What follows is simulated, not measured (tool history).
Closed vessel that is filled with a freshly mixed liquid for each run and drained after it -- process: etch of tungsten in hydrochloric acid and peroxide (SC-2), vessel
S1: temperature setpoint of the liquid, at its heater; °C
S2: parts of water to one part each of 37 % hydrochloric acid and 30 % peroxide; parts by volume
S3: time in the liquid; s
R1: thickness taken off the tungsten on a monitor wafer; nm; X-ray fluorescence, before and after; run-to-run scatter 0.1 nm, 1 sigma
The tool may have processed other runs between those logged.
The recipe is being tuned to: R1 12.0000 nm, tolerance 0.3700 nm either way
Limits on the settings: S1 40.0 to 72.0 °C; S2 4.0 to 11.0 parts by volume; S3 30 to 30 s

{"run": 1, "hour": 0.0, "S1": 56.0, "S2": 6.0, "S3": 30, "R1": 8.6993}
{"run": 2, "hour": 3.4, "S1": 56.0, "S2": 6.0, "S3": 30, "R1": 8.7555}
{"run": 3, "hour": 8.6, "S1": 56.0, "S2": 7.5, "S3": 30, "R1": 7.3802}
{"run": 4, "hour": 13.5, "S1": 56.0, "S2": 6.0, "S3": 30, "R1": 8.6757}
{"run": 5, "hour": 20.4, "S1": 56.5, "S2": 6.0, "S3": 30, "R1": 9.0471}
{"run": 6, "hour": 25.2, "S1": 56.5, "S2": 6.0, "S3": 30, "R1": 9.0334}
{"run": 7, "hour": 32.2, "S1": 56.5, "S2": 6.0, "S3": 30, "R1": 9.0279}
{"run": 8, "hour": 39.8, "S1": 57.0, "S2": 6.0, "S3": 30, "R1": 9.1765}
{"run": 9, "hour": 46.9, "S1": 57.5, "S2": 6.0, "S3": 30, "R1": 9.7187}

5 next moves are on the table. One of them brings every result within its allowed miss. Which?
{"run": "A", "hour": 54.0, "S1": 51.5, "S2": 5.0, "S3": 30, "R1": "?"}
{"run": "B", "hour": 54.0, "S1": 60.0, "S2": 5.5, "S3": 30, "R1": "?"}
{"run": "C", "hour": 54.0, "S1": 54.5, "S2": 6.0, "S3": 30, "R1": "?"}
{"run": "D", "hour": 54.0, "S1": 56.0, "S2": 7.0, "S3": 30, "R1": "?"}
{"run": "E", "hour": 54.0, "S1": 62.0, "S2": 5.5, "S3": 30, "R1": "?"}

move=A R1=7.3368
move=B R1=11.8360
move=C R1=7.8127
move=D R1=7.6508
move=E R1=13.4080
A: its largest miss is bigger than the last run's
B: all results land within tolerance of their targets
C: its largest miss is bigger than the last run's
D: its largest miss is bigger than the last run's
E: pushes the last run's worst result past its target
So the answer is move B, the one that meets all the targets.
